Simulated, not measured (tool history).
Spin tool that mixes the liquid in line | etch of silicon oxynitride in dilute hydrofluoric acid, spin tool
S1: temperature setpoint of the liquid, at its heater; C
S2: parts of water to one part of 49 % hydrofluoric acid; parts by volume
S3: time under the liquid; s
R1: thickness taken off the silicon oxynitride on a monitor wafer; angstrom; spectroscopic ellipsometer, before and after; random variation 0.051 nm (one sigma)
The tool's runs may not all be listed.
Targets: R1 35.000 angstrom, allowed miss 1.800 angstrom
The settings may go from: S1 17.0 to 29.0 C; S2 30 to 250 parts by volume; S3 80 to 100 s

run  hour    S1   S2   S3      R1
  1   0.0  21.0  140  100  12.139
  2   2.4  22.0  130  100  13.458
  3   5.5  22.5  120  100  14.863
  4  12.1  22.5  120  100  14.931
  5  15.1  24.0  120  100  16.517
  6  20.7  24.5  110  100  18.379
  7  25.5  24.5  110  100  18.554
  8  29.8  25.0  105  100  19.745
  9  34.0  25.5  100  100  21.181
 10  42.9  26.0   95  100  23.158
 11  51.5  26.5   90  100  25.424
 12  59.7  27.0   90  100  26.289
 13  65.5  28.0   80  100  29.884

Which of these 4 next moves meets every target?
  A  71.3  28.0  80   80   ?
  B  71.3  28.5  85   90   ?
  C  71.3  27.0  80   95   ?
  D  71.3  27.5  70  100   ?

move      R1
   A  24.390
   B  26.298
   C  27.648
   D  34.372
A: further off than the last run
B: further off than the last run
C: further off than the last run
D: meets every target
Move D is the one to make.
